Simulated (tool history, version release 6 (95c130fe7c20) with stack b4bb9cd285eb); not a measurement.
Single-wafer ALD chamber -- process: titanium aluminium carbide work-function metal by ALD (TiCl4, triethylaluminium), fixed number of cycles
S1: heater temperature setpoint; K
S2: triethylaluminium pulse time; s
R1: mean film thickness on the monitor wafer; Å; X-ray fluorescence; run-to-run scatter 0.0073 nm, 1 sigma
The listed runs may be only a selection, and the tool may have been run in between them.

run,hour,S1,S2,R1
1,0.0,578.15,7.32,19.891
2,6.2,574.15,7.32,19.593
3,12.6,582.15,7.32,20.309
4,19.2,582.15,8.11,20.784
5,22.9,579.15,7.67,20.296
6,28.1,579.15,6.62,19.587
7,33.5,576.15,6.38,19.200
8,34.6,574.15,6.18,18.834
9,42.2,572.15,6.06,18.567

The next listed run, before its measurement:
10,49.9,572.15,6.06,?

R1: 18.478 Å
